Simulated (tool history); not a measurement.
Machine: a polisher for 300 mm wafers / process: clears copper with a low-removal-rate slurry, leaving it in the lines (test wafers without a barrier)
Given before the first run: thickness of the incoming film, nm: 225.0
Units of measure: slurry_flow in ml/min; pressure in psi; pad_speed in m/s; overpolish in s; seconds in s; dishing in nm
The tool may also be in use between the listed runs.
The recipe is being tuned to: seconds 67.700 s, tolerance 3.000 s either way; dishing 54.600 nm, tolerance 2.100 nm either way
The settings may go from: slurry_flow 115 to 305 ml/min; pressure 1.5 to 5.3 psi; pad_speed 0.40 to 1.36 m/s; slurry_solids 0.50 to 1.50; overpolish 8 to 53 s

run 1 day=0.000 | slurry_flow=195 pressure=3.4 pad_speed=0.88 slurry_solids=1.00 overpolish=27 | seconds=91.317 dishing=47.190
run 2 day=0.096 | slurry_flow=195 pressure=3.4 pad_speed=0.88 slurry_solids=0.85 overpolish=27 | seconds=97.563 dishing=46.134
run 3 day=0.233 | slurry_flow=160 pressure=3.4 pad_speed=0.88 slurry_solids=0.85 overpolish=27 | seconds=98.748 dishing=45.270
run 4 day=0.529 | slurry_flow=160 pressure=3.4 pad_speed=0.88 slurry_solids=0.85 overpolish=15 | seconds=95.803 dishing=28.023
run 5 day=0.671 | slurry_flow=160 pressure=3.8 pad_speed=0.88 slurry_solids=0.80 overpolish=17 | seconds=86.237 dishing=33.446
run 6 day=0.983 | slurry_flow=160 pressure=3.8 pad_speed=0.88 slurry_solids=0.80 overpolish=27 | seconds=88.281 dishing=49.924
run 7 day=1.129 | slurry_flow=165 pressure=4.0 pad_speed=0.88 slurry_solids=0.80 overpolish=26 | seconds=84.176 dishing=51.097
run 8 day=1.250 | slurry_flow=170 pressure=4.2 pad_speed=0.88 slurry_solids=0.80 overpolish=25 | seconds=80.467 dishing=51.153
run 9 day=1.383 | slurry_flow=170 pressure=4.4 pad_speed=0.88 slurry_solids=0.80 overpolish=24 | seconds=76.558 dishing=52.131
run 10 day=1.450 | slurry_flow=200 pressure=4.8 pad_speed=0.88 slurry_solids=0.80 overpolish=22 | seconds=69.578 dishing=50.927

Exactly one of the 4 candidate moves below puts every result within its allowed miss. Which one?
run A day=1.517 | slurry_flow=220 pressure=4.9 pad_speed=0.86 slurry_solids=0.70 overpolish=20 | seconds=? dishing=?
run B day=1.517 | slurry_flow=170 pressure=4.5 pad_speed=0.92 slurry_solids=0.75 overpolish=21 | seconds=? dishing=?
run C day=1.517 | slurry_flow=185 pressure=4.4 pad_speed=0.90 slurry_solids=0.80 overpolish=26 | seconds=? dishing=?
run D day=1.517 | slurry_flow=170 pressure=4.5 pad_speed=0.96 slurry_solids=0.85 overpolish=23 | seconds=? dishing=?

move=A seconds=70.372 dishing=48.340
move=B seconds=73.797 dishing=48.233
move=C seconds=75.404 dishing=56.315
move=D seconds=70.086 dishing=54.189
A: lands further from the targets than the last run did
B: lands further from the targets than the last run did
C: puts the biggest miss on target and leaves a different result outside tolerance
D: all results land within tolerance of their targets
So the answer is move D, the one that meets all the targets.
